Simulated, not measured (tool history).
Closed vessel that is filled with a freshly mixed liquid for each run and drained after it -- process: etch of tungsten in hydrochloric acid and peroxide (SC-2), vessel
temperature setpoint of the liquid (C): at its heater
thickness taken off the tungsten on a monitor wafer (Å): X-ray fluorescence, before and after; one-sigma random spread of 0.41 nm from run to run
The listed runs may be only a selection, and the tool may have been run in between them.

run  hour  temperature setpoint of the liquid (C)  parts of water to one part each of 37 % hydrochloric acid and 30 % peroxide (parts by volume)  time in the liquid (s)  thickness taken off the tungsten on a monitor wafer (Å)
  1   0.0                                    64.0                                                                                            6.5                      90                                                   652.71
  2   8.8                                    64.5                                                                                            6.5                      90                                                   666.57
  3  11.7                                    67.0                                                                                            6.5                      90                                                   770.42
  4  14.2                                    67.0                                                                                            6.5                     100                                                   864.72
  5  17.1                                    67.0                                                                                            8.5                     100                                                   700.97
  6  22.3                                    67.0                                                                                            9.5                     100                                                   635.65
  7  28.6                                    67.5                                                                                            9.5                     100                                                   652.57

Run 8 comes next. What will it give?
  8  35.0                                    68.0                                                                                            9.5                     100                                                        ?

{"run 8": {"thickness taken off the tungsten on a monitor wafer (Å)": 676.02}}
